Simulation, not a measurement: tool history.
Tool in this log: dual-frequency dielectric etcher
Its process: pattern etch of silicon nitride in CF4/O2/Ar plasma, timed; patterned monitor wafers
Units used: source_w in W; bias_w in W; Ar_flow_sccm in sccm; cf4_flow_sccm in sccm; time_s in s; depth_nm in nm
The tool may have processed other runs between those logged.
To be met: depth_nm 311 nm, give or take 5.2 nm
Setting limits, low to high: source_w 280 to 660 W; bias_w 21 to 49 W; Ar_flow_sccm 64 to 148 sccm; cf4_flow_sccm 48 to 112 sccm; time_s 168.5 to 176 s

run 1 hour=0 | source_w=470 bias_w=35 Ar_flow_sccm=106 cf4_flow_sccm=80 time_s=168.5 | depth_nm=246.25
run 2 hour=5.5 | source_w=470 bias_w=35 Ar_flow_sccm=106 cf4_flow_sccm=80 time_s=168.5 | depth_nm=246.32
run 3 hour=10.2 | source_w=470 bias_w=29 Ar_flow_sccm=106 cf4_flow_sccm=80 time_s=168.5 | depth_nm=235.31
run 4 hour=17 | source_w=470 bias_w=29 Ar_flow_sccm=93 cf4_flow_sccm=80 time_s=168.5 | depth_nm=238.86
run 5 hour=22.4 | source_w=510 bias_w=29 Ar_flow_sccm=93 cf4_flow_sccm=80 time_s=168.5 | depth_nm=260.59
run 6 hour=25.5 | source_w=510 bias_w=29 Ar_flow_sccm=93 cf4_flow_sccm=80 time_s=168.5 | depth_nm=262.81
run 7 hour=27.4 | source_w=530 bias_w=29 Ar_flow_sccm=93 cf4_flow_sccm=80 time_s=168.5 | depth_nm=270.33
run 8 hour=29.2 | source_w=550 bias_w=29 Ar_flow_sccm=93 cf4_flow_sccm=80 time_s=168.5 | depth_nm=281.83
run 9 hour=38.2 | source_w=560 bias_w=29 Ar_flow_sccm=93 cf4_flow_sccm=80 time_s=168.5 | depth_nm=284.6
run 10 hour=43.3 | source_w=570 bias_w=29 Ar_flow_sccm=93 cf4_flow_sccm=80 time_s=168.5 | depth_nm=290.79
-- hour=47 source power generator calibrated
run 11 hour=47 | source_w=580 bias_w=29 Ar_flow_sccm=93 cf4_flow_sccm=80 time_s=168.5 | depth_nm=306.24

Below are 5 possible settings for the next run. Only one of them brings all results inside the allowed miss of their targets. Which is it?
run A hour=50.7 | source_w=610 bias_w=28 Ar_flow_sccm=111 cf4_flow_sccm=69 time_s=170 | depth_nm=?
run B hour=50.7 | source_w=570 bias_w=28 Ar_flow_sccm=90 cf4_flow_sccm=80 time_s=168.5 | depth_nm=?
run C hour=50.7 | source_w=580 bias_w=26 Ar_flow_sccm=95 cf4_flow_sccm=79 time_s=170.5 | depth_nm=?
run D hour=50.7 | source_w=550 bias_w=29 Ar_flow_sccm=97 cf4_flow_sccm=81 time_s=175.5 | depth_nm=?
run E hour=50.7 | source_w=580 bias_w=29 Ar_flow_sccm=99 cf4_flow_sccm=75 time_s=168.5 | depth_nm=?

move=A depth_nm=308.6
move=B depth_nm=298.44
move=C depth_nm=299.73
move=D depth_nm=299.6
move=E depth_nm=300.48
A: in spec on every target
B: misses by more than the last run did
C: misses by more than the last run did
D: misses by more than the last run did
E: misses by more than the last run did
A meets every target.
